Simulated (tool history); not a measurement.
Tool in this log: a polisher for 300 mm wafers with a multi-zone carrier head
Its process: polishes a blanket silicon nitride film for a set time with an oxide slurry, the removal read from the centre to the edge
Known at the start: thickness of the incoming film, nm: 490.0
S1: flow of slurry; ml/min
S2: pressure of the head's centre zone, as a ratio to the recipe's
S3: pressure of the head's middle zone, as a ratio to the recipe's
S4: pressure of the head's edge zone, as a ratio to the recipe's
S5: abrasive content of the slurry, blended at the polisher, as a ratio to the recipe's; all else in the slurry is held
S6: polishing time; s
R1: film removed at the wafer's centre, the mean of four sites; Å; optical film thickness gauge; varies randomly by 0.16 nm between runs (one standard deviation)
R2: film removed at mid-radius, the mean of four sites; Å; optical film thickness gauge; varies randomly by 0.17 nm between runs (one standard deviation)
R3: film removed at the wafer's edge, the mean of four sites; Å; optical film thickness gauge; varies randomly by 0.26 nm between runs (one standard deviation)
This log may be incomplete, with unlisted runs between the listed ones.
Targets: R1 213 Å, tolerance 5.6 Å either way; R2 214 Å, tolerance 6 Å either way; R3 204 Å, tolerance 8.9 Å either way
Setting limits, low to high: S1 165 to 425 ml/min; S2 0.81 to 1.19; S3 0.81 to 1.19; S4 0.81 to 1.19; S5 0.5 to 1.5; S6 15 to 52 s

{"run": 1, "day": 0.0, "S1": 275, "S2": 1, "S3": 1, "S4": 1, "S5": 1, "S6": 33, "R1": 287.66, "R2": 271.96, "R3": 285.82}
{"run": 2, "day": 0.279, "S1": 275, "S2": 1, "S3": 1, "S4": 1, "S5": 1.1, "S6": 33, "R1": 307.17, "R2": 287.69, "R3": 297.06}
{"run": 3, "day": 0.371, "S1": 275, "S2": 1, "S3": 1, "S4": 1, "S5": 1, "S6": 33, "R1": 289.59, "R2": 272.91, "R3": 292.1}
{"run": 4, "day": 0.404, "S1": 285, "S2": 1.01, "S3": 1.02, "S4": 0.97, "S5": 0.95, "S6": 32, "R1": 277.12, "R2": 259.97, "R3": 263.89}
{"run": 5, "day": 0.433, "S1": 290, "S2": 1, "S3": 1.02, "S4": 0.95, "S5": 0.9, "S6": 32, "R1": 261.54, "R2": 257.12, "R3": 252.7}
{"run": 6, "day": 0.625, "S1": 295, "S2": 1, "S3": 1.01, "S4": 0.93, "S5": 0.85, "S6": 32, "R1": 253.43, "R2": 243.96, "R3": 242.2}
{"run": 7, "day": 0.767, "S1": 300, "S2": 0.99, "S3": 1, "S4": 0.91, "S5": 0.85, "S6": 32, "R1": 252.8, "R2": 244.48, "R3": 243.9}
{"run": 8, "day": 0.996, "S1": 300, "S2": 0.99, "S3": 1, "S4": 0.9, "S5": 0.8, "S6": 32, "R1": 242.97, "R2": 233.4, "R3": 234.91}
{"run": 9, "day": 1.35, "S1": 270, "S2": 0.96, "S3": 1.04, "S4": 0.81, "S5": 0.65, "S6": 32, "R1": 198.35, "R2": 201.6, "R3": 186.85}
{"run": 10, "day": 1.633, "S1": 270, "S2": 0.96, "S3": 1.04, "S4": 0.81, "S5": 0.65, "S6": 32, "R1": 200.45, "R2": 199.97, "R3": 187.13}
{"run": 11, "day": 1.858, "S1": 280, "S2": 0.96, "S3": 1.04, "S4": 0.82, "S5": 0.65, "S6": 32, "R1": 200.09, "R2": 204.08, "R3": 190.1}
{"run": 12, "day": 2.008, "S1": 290, "S2": 0.96, "S3": 1.04, "S4": 0.82, "S5": 0.65, "S6": 32, "R1": 197, "R2": 204.28, "R3": 187.93}

Which single option among these 5 for the next run brings every result within its allowed miss of target? Just one does.
{"run": "A", "day": 2.158, "S1": 240, "S2": 0.93, "S3": 1.1, "S4": 0.87, "S5": 0.6, "S6": 35, "R1": "?", "R2": "?", "R3": "?"}
{"run": "B", "day": 2.158, "S1": 255, "S2": 0.81, "S3": 1.05, "S4": 0.88, "S5": 0.65, "S6": 34, "R1": "?", "R2": "?", "R3": "?"}
{"run": "C", "day": 2.158, "S1": 335, "S2": 0.95, "S3": 1.01, "S4": 0.82, "S5": 0.75, "S6": 30, "R1": "?", "R2": "?", "R3": "?"}
{"run": "D", "day": 2.158, "S1": 285, "S2": 0.82, "S3": 0.93, "S4": 0.87, "S5": 0.6, "S6": 38, "R1": "?", "R2": "?", "R3": "?"}
{"run": "E", "day": 2.158, "S1": 270, "S2": 1.05, "S3": 1.18, "S4": 0.81, "S5": 0.7, "S6": 29, "R1": "?", "R2": "?", "R3": "?"}

move=A R1=193.74 R2=212.92 R3=194.89
move=B R1=177.18 R2=215.21 R3=205.74
move=C R1=211.67 R2=211.21 R3=201.29
move=D R1=188.41 R2=204.01 R3=214.72
move=E R1=210.37 R2=216.83 R3=180.4
A: its largest miss is bigger than the last run's
B: its largest miss is bigger than the last run's
C: every result lands within tolerance
D: its largest miss is bigger than the last run's
E: brings the last run's worst result on target, with another outside its allowed miss
The right move is C.
